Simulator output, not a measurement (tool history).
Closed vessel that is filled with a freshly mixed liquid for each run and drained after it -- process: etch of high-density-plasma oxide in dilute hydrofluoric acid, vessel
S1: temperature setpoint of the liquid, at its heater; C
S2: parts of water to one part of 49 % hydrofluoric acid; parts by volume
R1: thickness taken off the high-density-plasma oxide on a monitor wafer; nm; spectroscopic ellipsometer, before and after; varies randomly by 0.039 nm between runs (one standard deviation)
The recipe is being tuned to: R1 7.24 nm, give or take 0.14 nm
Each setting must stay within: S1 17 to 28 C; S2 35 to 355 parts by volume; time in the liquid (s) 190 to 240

{"run": 1, "hour": 0.0, "S1": 20, "S2": 195, "time in the liquid (s)": 240, "R1": 4.6313}
{"run": 2, "hour": 4.5, "S1": 21.5, "S2": 195, "time in the liquid (s)": 240, "R1": 4.9026}
{"run": 3, "hour": 8.3, "S1": 23.5, "S2": 190, "time in the liquid (s)": 240, "R1": 5.4717}
{"run": 4, "hour": 14.6, "S1": 25, "S2": 185, "time in the liquid (s)": 240, "R1": 5.9493}
{"run": 5, "hour": 22.8, "S1": 25, "S2": 255, "time in the liquid (s)": 240, "R1": 4.044}
{"run": 6, "hour": 26.6, "S1": 25, "S2": 295, "time in the liquid (s)": 240, "R1": 3.3264}
{"run": 7, "hour": 29.4, "S1": 26, "S2": 260, "time in the liquid (s)": 240, "R1": 4.0621}
{"run": 8, "hour": 35.5, "S1": 26.5, "S2": 230, "time in the liquid (s)": 240, "R1": 4.8252}
{"run": 9, "hour": 42.9, "S1": 27, "S2": 210, "time in the liquid (s)": 240, "R1": 5.4609}
{"run": 10, "hour": 43.8, "S1": 27.5, "S2": 195, "time in the liquid (s)": 240, "R1": 6.0765}
{"run": 11, "hour": 46.7, "S1": 27.5, "S2": 185, "time in the liquid (s)": 240, "R1": 6.5352}
{"run": 12, "hour": 47.6, "S1": 27.5, "S2": 180, "time in the liquid (s)": 240, "R1": 6.8122}

Next run, 4 choices. One meets every target within its allowed miss, the rest don't. Which?
{"run": "A", "hour": 48.5, "S1": 26, "S2": 170, "time in the liquid (s)": 225, "R1": "?"}
{"run": "B", "hour": 48.5, "S1": 27.5, "S2": 185, "time in the liquid (s)": 230, "R1": "?"}
{"run": "C", "hour": 48.5, "S1": 26.5, "S2": 150, "time in the liquid (s)": 215, "R1": "?"}
{"run": "D", "hour": 48.5, "S1": 28, "S2": 195, "time in the liquid (s)": 240, "R1": "?"}

move=A R1=6.4067
move=B R1=6.245
move=C R1=7.2381
move=D R1=6.2197
A: lands further from the targets than the last run did
B: lands further from the targets than the last run did
C: in spec on every target
D: lands further from the targets than the last run did
The right move is C.
